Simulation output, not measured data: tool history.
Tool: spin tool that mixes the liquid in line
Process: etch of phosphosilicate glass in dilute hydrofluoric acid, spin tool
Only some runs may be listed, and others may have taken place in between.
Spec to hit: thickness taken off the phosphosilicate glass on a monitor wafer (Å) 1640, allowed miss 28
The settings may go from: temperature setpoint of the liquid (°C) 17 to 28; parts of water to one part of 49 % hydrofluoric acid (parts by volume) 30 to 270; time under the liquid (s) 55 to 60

| run | hour | temperature setpoint of the liquid (°C) | parts of water to one part of 49 % hydrofluoric acid (parts by volume) | time under the liquid (s) | thickness taken off the phosphosilicate glass on a monitor wafer (Å) |
|---|---|---|---|---|---|
| 1 | 0 | 20 | 150 | 55 | 557.34 |
| 2 | 1.5 | 22.5 | 120 | 55 | 797.14 |
| 3 | 5.3 | 22.5 | 120 | 55 | 794.57 |
| 4 | 14.2 | 19.5 | 120 | 55 | 698.32 |
| 5 | 16.9 | 22 | 100 | 55 | 951.29 |
| 6 | 21.1 | 24 | 90 | 55 | 1164.5 |
| 7 | 22.9 | 25.5 | 85 | 55 | 1309.8 |
| 8 | 29.7 | 26.5 | 80 | 55 | 1464.5 |

Of the 4 settings listed for the next run, only one would bring every result within its allowed miss of target. Which one?
| A | 36.5 | 24 | 75 | 60 | ? |
| B | 36.5 | 27.5 | 75 | 55 | ? |
| C | 36.5 | 27 | 85 | 55 | ? |
| D | 36.5 | 28 | 95 | 60 | ? |

| move | thickness taken off the phosphosilicate glass on a monitor wafer (Å) |
|---|---|
| A | 1547 |
| B | 1629.9 |
| C | 1391.1 |
| D | 1392.4 |
A: closes in on the targets versus the last run, not all within tolerance yet
B: every result within its allowed miss
C: moves away from the targets compared with the last run
D: moves away from the targets compared with the last run
Move B is the one to make.

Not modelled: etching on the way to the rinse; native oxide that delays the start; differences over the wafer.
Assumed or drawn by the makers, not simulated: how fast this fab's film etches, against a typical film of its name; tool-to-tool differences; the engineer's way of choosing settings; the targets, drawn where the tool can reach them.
